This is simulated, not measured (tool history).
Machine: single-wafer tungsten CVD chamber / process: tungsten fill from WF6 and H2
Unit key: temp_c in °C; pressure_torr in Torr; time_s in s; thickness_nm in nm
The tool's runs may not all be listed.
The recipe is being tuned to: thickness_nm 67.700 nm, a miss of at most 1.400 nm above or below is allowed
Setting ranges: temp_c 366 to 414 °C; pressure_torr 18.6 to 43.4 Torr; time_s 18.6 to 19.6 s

run 1 hour=0.0 | temp_c=390 pressure_torr=31.0 time_s=19.6 | thickness_nm=55.707
run 2 hour=5.5 | temp_c=390 pressure_torr=31.0 time_s=18.6 | thickness_nm=52.999
run 3 hour=6.5 | temp_c=392 pressure_torr=31.0 time_s=18.6 | thickness_nm=55.514
run 4 hour=8.3 | temp_c=393 pressure_torr=31.0 time_s=18.6 | thickness_nm=55.821
run 5 hour=10.5 | temp_c=397 pressure_torr=31.0 time_s=18.6 | thickness_nm=59.725
run 6 hour=15.0 | temp_c=397 pressure_torr=31.0 time_s=18.6 | thickness_nm=59.210
run 7 hour=22.8 | temp_c=398 pressure_torr=31.0 time_s=18.6 | thickness_nm=59.974
run 8 hour=25.4 | temp_c=399 pressure_torr=31.0 time_s=18.6 | thickness_nm=61.040
run 9 hour=32.5 | temp_c=400 pressure_torr=31.0 time_s=18.6 | thickness_nm=62.945
run 10 hour=33.7 | temp_c=401 pressure_torr=31.0 time_s=18.6 | thickness_nm=64.166
run 11 hour=41.3 | temp_c=403 pressure_torr=31.1 time_s=18.6 | thickness_nm=65.854

Of the 4 settings listed for the next run, only one would bring every result within its allowed miss of target. Which one?
run A hour=48.9 | temp_c=404 pressure_torr=29.0 time_s=18.6 | thickness_nm=?
run B hour=48.9 | temp_c=404 pressure_torr=34.0 time_s=19.2 | thickness_nm=?
run C hour=48.9 | temp_c=402 pressure_torr=32.0 time_s=18.6 | thickness_nm=?
run D hour=48.9 | temp_c=405 pressure_torr=31.3 time_s=18.6 | thickness_nm=?

move=A thickness_nm=64.666
move=B thickness_nm=70.710
move=C thickness_nm=64.925
move=D thickness_nm=67.500
A: its largest miss is bigger than the last run's
B: carries the result that was furthest off beyond its target, to the other side
C: its largest miss is bigger than the last run's
D: all results land within tolerance of their targets
Correct choice: D, which meets every target

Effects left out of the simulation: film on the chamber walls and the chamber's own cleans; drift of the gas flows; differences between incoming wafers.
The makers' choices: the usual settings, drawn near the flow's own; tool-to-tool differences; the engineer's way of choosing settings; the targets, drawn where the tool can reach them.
